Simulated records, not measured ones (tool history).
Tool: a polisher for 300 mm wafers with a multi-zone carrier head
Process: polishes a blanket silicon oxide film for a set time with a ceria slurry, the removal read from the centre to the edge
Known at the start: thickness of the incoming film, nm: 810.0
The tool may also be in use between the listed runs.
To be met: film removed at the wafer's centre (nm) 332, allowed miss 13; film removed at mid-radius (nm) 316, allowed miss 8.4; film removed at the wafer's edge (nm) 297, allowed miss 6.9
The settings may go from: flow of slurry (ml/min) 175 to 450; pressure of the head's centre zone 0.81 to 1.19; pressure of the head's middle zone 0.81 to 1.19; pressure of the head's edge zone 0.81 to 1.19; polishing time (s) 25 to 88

| run | hour | flow of slurry (ml/min) | pressure of the head's centre zone | pressure of the head's middle zone | pressure of the head's edge zone | polishing time (s) | film removed at the wafer's centre (nm) | film removed at mid-radius (nm) | film removed at the wafer's edge (nm) |
|---|---|---|---|---|---|---|---|---|---|
| 1 | 0 | 290 | 1 | 1 | 1 | 56 | 270.54 | 261.03 | 261.3 |
| 2 | 6.5 | 300 | 1.02 | 1.02 | 1.02 | 56 | 280.44 | 265.59 | 266.94 |
| 3 | 7.3 | 310 | 1.03 | 1.05 | 1.03 | 56 | 281.7 | 275.47 | 267.69 |
| 4 | 15.8 | 240 | 1.03 | 1.05 | 1.03 | 56 | 270.47 | 269.85 | 259.76 |
| 5 | 18.1 | 180 | 1.03 | 1.05 | 1.03 | 56 | 257.09 | 263.65 | 256.17 |
| 6 | 20.8 | 205 | 1.05 | 1.07 | 1.05 | 56 | 275.02 | 272.6 | 262.45 |
| 7 | 29.3 | 225 | 1.06 | 1.09 | 1.07 | 56 | 280.34 | 275.39 | 266.43 |
| 8 | 36.6 | 240 | 1.07 | 1.11 | 1.08 | 56 | 283.37 | 286.72 | 266.83 |
| 9 | 42.8 | 255 | 1.08 | 1.12 | 1.1 | 56 | 284.38 | 285.92 | 268.39 |
| 10 | 49 | 265 | 1.09 | 1.13 | 1.11 | 57 | 292.77 | 298.69 | 274.92 |
| 11 | 53.4 | 275 | 1.1 | 1.13 | 1.12 | 57 | 301.35 | 293.4 | 279.86 |
| 12 | 62.4 | 285 | 1.11 | 1.14 | 1.13 | 57 | 306.8 | 299.95 | 282.66 |
| 13 | 68.1 | 295 | 1.12 | 1.14 | 1.14 | 57 | 314.86 | 296.75 | 283.81 |
| 14 | 76.5 | 305 | 1.12 | 1.15 | 1.15 | 57 | 308.88 | 300 | 285.04 |
| 15 | 81.4 | 310 | 1.13 | 1.16 | 1.16 | 57 | 311.41 | 301.8 | 284.94 |
| 16 | 83.9 | 315 | 1.14 | 1.16 | 1.17 | 57 | 316.74 | 306.23 | 290.57 |
| 17 | 86.8 | 320 | 1.15 | 1.16 | 1.17 | 57 | 320.6 | 308.45 | 287.42 |

Which of these 5 next moves meets every target?
| A | 89.7 | 320 | 1.11 | 1.19 | 1.07 | 62 | ? | ? | ? |
| B | 89.7 | 450 | 1.19 | 1.18 | 1.16 | 61 | ? | ? | ? |
| C | 89.7 | 270 | 1.15 | 1.14 | 1.14 | 60 | ? | ? | ? |
| D | 89.7 | 305 | 1 | 1.05 | 1.19 | 61 | ? | ? | ? |
| E | 89.7 | 325 | 1.12 | 1.04 | 1.19 | 61 | ? | ? | ? |

| move | film removed at the wafer's centre (nm) | film removed at mid-radius (nm) | film removed at the wafer's edge (nm) |
|---|---|---|---|
| A | 331.27 | 337.29 | 300.54 |
| B | 358.62 | 336.98 | 313.29 |
| C | 327.13 | 310.2 | 297.14 |
| D | 291.92 | 297.07 | 311.4 |
| E | 328.96 | 295.92 | 312.6 |
A: brings the result that was furthest off to its target, and leaves another outside
B: takes the result that was furthest off past its target
C: meets every target
D: takes the result that was furthest off past its target
E: takes the result that was furthest off past its target
Move C is the one to make.

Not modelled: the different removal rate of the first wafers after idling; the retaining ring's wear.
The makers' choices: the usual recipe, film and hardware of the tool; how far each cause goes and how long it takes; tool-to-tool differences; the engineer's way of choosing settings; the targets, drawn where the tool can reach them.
